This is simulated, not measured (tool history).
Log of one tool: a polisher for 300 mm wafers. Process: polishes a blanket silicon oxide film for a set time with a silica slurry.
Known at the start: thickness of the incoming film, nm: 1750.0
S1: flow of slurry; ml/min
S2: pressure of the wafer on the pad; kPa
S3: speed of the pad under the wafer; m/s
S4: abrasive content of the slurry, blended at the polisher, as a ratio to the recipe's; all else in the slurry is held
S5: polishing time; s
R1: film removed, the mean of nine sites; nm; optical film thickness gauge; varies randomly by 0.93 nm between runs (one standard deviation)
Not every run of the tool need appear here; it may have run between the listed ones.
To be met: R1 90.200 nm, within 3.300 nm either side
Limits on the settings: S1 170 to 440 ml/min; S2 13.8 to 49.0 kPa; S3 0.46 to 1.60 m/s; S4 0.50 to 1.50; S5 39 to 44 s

run	hour	S1	S2	S3	S4	S5	R1
1	0.0	280	31.0	1.02	1.00	44	155.130
2	4.4	280	26.9	1.02	1.00	44	138.730
3	7.3	280	23.4	1.00	1.00	44	127.650
4	10.8	280	23.4	1.00	1.00	44	128.000
5	14.7	280	23.4	1.00	0.85	44	112.050
6	20.3	280	21.4	1.00	0.85	44	106.290
7	21.9	280	15.2	0.98	0.85	44	84.122
8	29.1	280	15.9	0.98	0.85	44	85.853

Which one of the following 5 next-run settings gets every result inside its allowed miss? There is exactly one.
A	36.3	285	17.2	0.88	0.85	43	?
B	36.3	200	14.5	1.24	0.80	39	?
C	36.3	310	17.9	0.80	0.90	44	?
D	36.3	260	24.1	0.64	0.95	43	?
E	36.3	315	17.9	1.04	0.85	40	?

move	R1
A	80.751
B	79.733
C	82.713
D	83.695
E	88.631
A: lands further from the targets than the last run did
B: lands further from the targets than the last run did
C: lands further from the targets than the last run did
D: lands further from the targets than the last run did
E: all results land within tolerance of their targets
So the answer is move E, the one that meets all the targets.
